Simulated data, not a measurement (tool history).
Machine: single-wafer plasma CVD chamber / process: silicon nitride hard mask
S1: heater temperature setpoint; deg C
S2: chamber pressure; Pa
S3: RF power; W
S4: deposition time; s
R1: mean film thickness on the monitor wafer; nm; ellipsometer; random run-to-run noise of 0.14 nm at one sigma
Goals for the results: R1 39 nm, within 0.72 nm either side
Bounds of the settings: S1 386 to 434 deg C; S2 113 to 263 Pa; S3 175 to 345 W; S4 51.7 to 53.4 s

run  hour   S1   S2   S3    S4      R1
  1     0  410  188  260  51.7  45.563
  2   4.7  410  171  255  51.7  43.164
  3  12.3  410  159  255  51.7  41.576
  4  16.7  410  171  255  51.7  42.862
  5  21.1  410  171  290  51.7  47.056
     26.9  -- RF generator calibrated
  6  26.9  410  156  285  51.7  46.246
  7  32.5  410  147  275  51.7  43.284
  8    34  410  139  270  51.7  41.817
  9  40.8  410  132  270  51.7  40.593
 10  45.5  410  128  270  51.7  39.902

Next run, 4 choices. One meets every target within its allowed miss, the rest don't. Which?
  A  50.2  421  140  245  53.4   ?
  B  50.2  423  127  270  51.7   ?
  C  50.2  406  129  275  51.7   ?
  D  50.2  395  132  240  51.7   ?

move      R1
   A  40.349
   B  39.294
   C  40.585
   D  37.573
A: misses by more than the last run did
B: each result inside its tolerance
C: misses by more than the last run did
D: the result that was furthest off in the last run now lies on the other side of its target
B is the move that brings every result within its allowed miss.
